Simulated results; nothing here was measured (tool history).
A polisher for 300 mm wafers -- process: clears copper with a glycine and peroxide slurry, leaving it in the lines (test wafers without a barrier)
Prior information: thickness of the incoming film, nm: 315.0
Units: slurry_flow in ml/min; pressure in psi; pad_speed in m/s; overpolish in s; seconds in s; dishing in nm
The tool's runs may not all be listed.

| run | day | slurry_flow | pressure | pad_speed | overpolish | seconds | dishing |
|---|---|---|---|---|---|---|---|
| 1 | 0 | 265 | 2 | 1.06 | 14 | 80.262 | 36.951 |
| 2 | 0.104 | 265 | 2.1 | 1.06 | 13 | 77.337 | 36.354 |
| 3 | 0.321 | 265 | 1.7 | 1.06 | 13 | 93.843 | 32.188 |
| 4 | 0.6 | 265 | 1.9 | 1.06 | 13 | 85.487 | 32.856 |
| 5 | 0.796 | 220 | 1.9 | 1.06 | 13 | 83.912 | 34.125 |
| 6 | 1.008 | 220 | 1.4 | 1.06 | 13 | 106.83 | 26.454 |
|  | 1.217 | head pressure recalibrated |
| 7 | 1.217 | 220 | 1.7 | 1.08 | 13 | 93.758 | 29.124 |

Run 8, settings as shown, results not yet in. Your forecast:
| 8 | 1.467 | 235 | 1.9 | 1.1 | 13 | ? | ? |

seconds: 84.962 s
dishing: 34.104 nm
